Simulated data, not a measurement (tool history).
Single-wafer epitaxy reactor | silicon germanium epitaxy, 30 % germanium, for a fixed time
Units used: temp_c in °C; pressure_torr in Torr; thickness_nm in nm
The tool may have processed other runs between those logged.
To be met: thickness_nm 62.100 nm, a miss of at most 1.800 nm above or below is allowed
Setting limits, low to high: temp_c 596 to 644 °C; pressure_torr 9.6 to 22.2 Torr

run	hour	temp_c	pressure_torr	thickness_nm
1	0.0	620	15.9	74.505
2	8.3	620	18.4	77.338
3	11.1	620	20.2	79.075
4	16.2	628	20.2	92.150
5	17.8	628	21.8	94.411
6	25.6	618	21.8	77.520
7	28.7	616	21.7	74.126
8	31.6	605	21.4	59.228

Which of these 5 next moves meets every target?
A	34.5	604	19.8	?
B	34.5	603	20.6	?
C	34.5	603	22.0	?
D	34.5	609	19.6	?
E	34.5	604	22.2	?

move	thickness_nm
A	56.697
B	56.134
C	57.165
D	62.678
E	58.512
A: lands further from the targets than the last run did
B: lands further from the targets than the last run did
C: lands further from the targets than the last run did
D: all results in spec
E: lands further from the targets than the last run did
Go with D: it meets all targets.
